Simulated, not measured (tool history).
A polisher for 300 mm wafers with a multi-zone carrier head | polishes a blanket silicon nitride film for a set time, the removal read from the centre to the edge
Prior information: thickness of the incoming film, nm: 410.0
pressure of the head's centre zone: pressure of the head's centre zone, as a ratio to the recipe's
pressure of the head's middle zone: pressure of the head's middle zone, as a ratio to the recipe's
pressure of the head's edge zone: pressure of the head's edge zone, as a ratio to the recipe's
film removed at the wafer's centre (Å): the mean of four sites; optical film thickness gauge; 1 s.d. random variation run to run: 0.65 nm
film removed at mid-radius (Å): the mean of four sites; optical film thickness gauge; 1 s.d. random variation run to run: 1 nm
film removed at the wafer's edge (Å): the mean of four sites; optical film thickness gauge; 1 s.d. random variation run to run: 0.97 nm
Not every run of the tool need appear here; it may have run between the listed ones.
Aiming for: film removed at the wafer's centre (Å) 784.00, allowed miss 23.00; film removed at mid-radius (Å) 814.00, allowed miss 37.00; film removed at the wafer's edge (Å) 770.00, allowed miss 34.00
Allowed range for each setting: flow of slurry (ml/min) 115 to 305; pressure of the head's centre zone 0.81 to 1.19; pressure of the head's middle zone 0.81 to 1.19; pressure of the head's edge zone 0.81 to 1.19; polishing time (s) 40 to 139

run,hour,flow of slurry (ml/min),pressure of the head's centre zone,pressure of the head's middle zone,pressure of the head's edge zone,polishing time (s),film removed at the wafer's centre (Å),film removed at mid-radius (Å),film removed at the wafer's edge (Å)
1,0.0,195,1.00,1.00,1.00,89,1358.40,1416.80,1375.70
2,0.8,195,1.00,1.00,0.94,89,1373.00,1373.60,1352.60
3,3.0,195,1.00,1.01,0.93,84,1281.70,1334.20,1256.00
4,4.1,195,1.00,1.01,0.88,84,1275.10,1349.50,1255.30
5,5.8,195,1.00,1.00,0.88,79,1177.40,1268.50,1186.80
6,9.2,195,1.00,1.00,0.88,61,931.87,965.45,888.89
7,15.7,195,1.00,1.00,0.88,60,916.47,959.07,891.42
8,18.2,165,0.97,0.95,0.81,49,688.21,725.33,671.51
9,20.2,175,0.97,0.95,0.82,49,716.15,751.61,691.83
10,21.6,180,0.97,0.95,0.83,49,709.56,742.49,685.06
11,23.2,180,0.97,0.95,0.83,49,709.89,738.04,688.77
12,26.4,185,0.97,0.95,0.84,49,722.75,722.84,699.78
13,33.7,190,0.97,0.96,0.85,49,718.94,739.64,710.60
14,35.1,190,0.97,0.96,0.85,49,720.52,748.38,693.12
15,39.0,185,0.97,0.97,0.86,49,730.33,741.21,707.21
16,46.3,190,0.97,0.98,0.86,49,716.90,757.78,689.55
17,53.9,190,0.97,0.98,0.86,50,735.84,780.95,714.92
18,62.9,195,0.97,0.98,0.87,50,722.04,792.37,709.74
19,68.1,195,0.97,0.98,0.88,50,746.78,764.00,729.48
20,76.6,200,0.97,0.98,0.88,50,735.08,778.81,731.40
21,85.1,205,0.97,0.98,0.88,50,740.24,776.43,739.05

Which one of the following 5 next-run settings gets every result inside its allowed miss? There is exactly one.
A,93.6,220,0.94,0.98,0.87,48,?,?,?
B,93.6,115,1.15,1.13,0.91,52,?,?,?
C,93.6,170,0.94,1.06,0.81,56,?,?,?
D,93.6,215,0.95,0.93,0.84,53,?,?,?
E,93.6,165,1.03,1.13,0.81,52,?,?,?

move,film removed at the wafer's centre (Å),film removed at mid-radius (Å),film removed at the wafer's edge (Å)
A,704.93,746.05,722.88
B,790.34,793.92,722.92
C,784.81,891.64,791.11
D,782.93,785.80,784.34
E,788.97,869.09,730.84
A: the biggest miss grows against the last run
B: the worst result of the last run now meets its target, but another is out of spec
C: the worst result of the last run now meets its target, but another is out of spec
D: meets every target
E: the worst result of the last run now meets its target, but another is out of spec
D meets every target.

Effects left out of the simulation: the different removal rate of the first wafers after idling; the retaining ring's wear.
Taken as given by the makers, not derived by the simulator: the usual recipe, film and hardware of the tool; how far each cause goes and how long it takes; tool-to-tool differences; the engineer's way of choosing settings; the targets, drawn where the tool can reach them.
